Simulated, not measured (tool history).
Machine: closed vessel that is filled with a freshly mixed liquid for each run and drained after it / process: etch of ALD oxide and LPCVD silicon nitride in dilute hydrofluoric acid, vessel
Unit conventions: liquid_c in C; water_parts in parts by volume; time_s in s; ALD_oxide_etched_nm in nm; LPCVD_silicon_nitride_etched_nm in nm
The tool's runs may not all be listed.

run,hour,liquid_c,water_parts,time_s,ALD_oxide_etched_nm,LPCVD_silicon_nitride_etched_nm
1,0.0,24.0,85,60,16.102,0.32798
2,8.9,24.0,95,60,14.457,0.36792
3,12.7,26.0,95,60,15.870,0.42171
4,20.8,26.0,95,45,11.585,0.29285
5,23.6,23.5,95,45,10.762,0.22868
6,30.0,25.0,85,45,12.822,0.28416
7,35.6,26.0,75,45,15.112,0.33982
8,39.5,26.5,70,45,16.607,0.42315

Run 9 is up next; what results do you expect?
9,40.1,26.5,70,45,?,?

Logged for run 9: ALD_oxide_etched_nm 16.711 nm, LPCVD_silicon_nitride_etched_nm 0.37547 nm.
